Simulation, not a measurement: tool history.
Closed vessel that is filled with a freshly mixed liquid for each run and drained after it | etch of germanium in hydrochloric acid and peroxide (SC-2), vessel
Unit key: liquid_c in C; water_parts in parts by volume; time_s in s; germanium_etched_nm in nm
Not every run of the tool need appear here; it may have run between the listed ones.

Run 1, hour 0.0: liquid_c 54.0 C, water_parts 8.5 parts by volume, time_s 105 s. Result: germanium_etched_nm 254.36 nm.
Run 2, hour 8.4: liquid_c 54.0 C, water_parts 11.0 parts by volume, time_s 105 s. Result: germanium_etched_nm 251.15 nm.
Run 3, hour 15.1: liquid_c 54.0 C, water_parts 11.0 parts by volume, time_s 105 s. Result: germanium_etched_nm 249.24 nm.
Run 4, hour 23.3: liquid_c 57.5 C, water_parts 11.0 parts by volume, time_s 105 s. Result: germanium_etched_nm 279.99 nm.
Run 5, hour 26.7: liquid_c 57.5 C, water_parts 8.5 parts by volume, time_s 105 s. Result: germanium_etched_nm 281.22 nm.
Run 6, hour 29.7: liquid_c 57.5 C, water_parts 8.5 parts by volume, time_s 115 s. Result: germanium_etched_nm 313.73 nm.

Forecast run 7:
Run 7, hour 37.8: liquid_c 59.5 C, water_parts 8.5 parts by volume, time_s 115 s. Result: germanium_etched_nm ?.

{"run 7": {"germanium_etched_nm": 332.35}}
